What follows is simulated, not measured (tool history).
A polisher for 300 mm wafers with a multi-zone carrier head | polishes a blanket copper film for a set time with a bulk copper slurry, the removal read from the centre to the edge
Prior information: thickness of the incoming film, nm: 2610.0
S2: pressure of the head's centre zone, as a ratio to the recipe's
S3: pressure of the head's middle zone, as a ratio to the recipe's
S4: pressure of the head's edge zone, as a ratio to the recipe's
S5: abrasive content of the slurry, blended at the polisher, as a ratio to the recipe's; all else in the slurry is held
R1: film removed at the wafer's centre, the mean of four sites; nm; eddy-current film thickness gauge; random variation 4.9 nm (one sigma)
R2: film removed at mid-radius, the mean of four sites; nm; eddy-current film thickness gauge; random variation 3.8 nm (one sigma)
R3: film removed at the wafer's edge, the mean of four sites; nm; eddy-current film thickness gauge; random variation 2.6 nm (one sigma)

{"run": 1, "day": 0.0, "flow of slurry (ml/min)": 305, "S2": 1.0, "S3": 1.0, "S4": 1.0, "S5": 1.0, "polishing time (s)": 58, "R1": 595.43, "R2": 568.3, "R3": 543.26}
{"run": 2, "day": 0.129, "flow of slurry (ml/min)": 305, "S2": 1.0, "S3": 1.0, "S4": 1.0, "S5": 1.0, "polishing time (s)": 44, "R1": 444.58, "R2": 436.15, "R3": 415.59}
{"run": 3, "day": 0.496, "flow of slurry (ml/min)": 305, "S2": 1.0, "S3": 1.0, "S4": 1.05, "S5": 1.0, "polishing time (s)": 44, "R1": 440.46, "R2": 426.64, "R3": 420.29}
{"run": 4, "day": 0.779, "flow of slurry (ml/min)": 335, "S2": 1.0, "S3": 1.0, "S4": 1.05, "S5": 1.0, "polishing time (s)": 44, "R1": 453.57, "R2": 438.81, "R3": 426.18}
{"run": 5, "day": 1.042, "flow of slurry (ml/min)": 310, "S2": 0.98, "S3": 0.99, "S4": 1.04, "S5": 0.95, "polishing time (s)": 44, "R1": 439.21, "R2": 424.27, "R3": 419.45}
{"run": 6, "day": 1.271, "flow of slurry (ml/min)": 335, "S2": 0.98, "S3": 0.99, "S4": 1.04, "S5": 0.95, "polishing time (s)": 44, "R1": 442.33, "R2": 435.46, "R3": 417.59}
{"run": 7, "day": 1.446, "flow of slurry (ml/min)": 305, "S2": 0.96, "S3": 0.98, "S4": 1.04, "S5": 0.9, "polishing time (s)": 44, "R1": 412.29, "R2": 412.92, "R3": 413.17}
{"run": 8, "day": 1.721, "flow of slurry (ml/min)": 295, "S2": 0.96, "S3": 0.98, "S4": 1.03, "S5": 0.85, "polishing time (s)": 44, "R1": 420.36, "R2": 411.27, "R3": 403.44}

Forecast run 9:
{"run": 9, "day": 1.992, "flow of slurry (ml/min)": 280, "S2": 0.94, "S3": 0.98, "S4": 1.03, "S5": 0.85, "polishing time (s)": 44, "R1": "?", "R2": "?", "R3": "?"}

Logged for run 9: R1 407.31 nm, R2 411.21 nm, R3 403.36 nm.
